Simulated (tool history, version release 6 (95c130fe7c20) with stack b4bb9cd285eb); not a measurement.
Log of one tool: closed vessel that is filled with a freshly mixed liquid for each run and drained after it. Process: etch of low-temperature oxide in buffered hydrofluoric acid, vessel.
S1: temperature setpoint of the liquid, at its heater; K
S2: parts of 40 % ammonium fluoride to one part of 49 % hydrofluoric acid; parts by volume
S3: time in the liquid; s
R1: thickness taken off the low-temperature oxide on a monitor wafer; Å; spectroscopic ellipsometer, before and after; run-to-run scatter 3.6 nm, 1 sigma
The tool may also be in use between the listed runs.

Run 1, hour 0: S1 295.15 K, S2 11.5 parts by volume, S3 100 s. Result: R1 5773.3 Å.
Run 2, hour 5.4: S1 293.65 K, S2 12 parts by volume, S3 100 s. Result: R1 5106.7 Å.
Run 3, hour 13.2: S1 292.65 K, S2 12.5 parts by volume, S3 100 s. Result: R1 4576.1 Å.
Run 4, hour 16.6: S1 292.15 K, S2 13 parts by volume, S3 100 s. Result: R1 4396.3 Å.
Run 5, hour 24: S1 292.15 K, S2 13 parts by volume, S3 110 s. Result: R1 4712.1 Å.
Run 6, hour 25.8: S1 292.15 K, S2 13 parts by volume, S3 100 s. Result: R1 4298 Å.
Run 7, hour 32.6: S1 291.65 K, S2 13 parts by volume, S3 100 s. Result: R1 4141.8 Å.
Run 8, hour 37.8: S1 291.15 K, S2 13 parts by volume, S3 100 s. Result: R1 4112.9 Å.

What does the tool deliver on the next run?
Run 9, hour 39.8: S1 290.65 K, S2 13 parts by volume, S3 100 s. Result: R1 ?.

{"run 9": {"R1": 3969}}
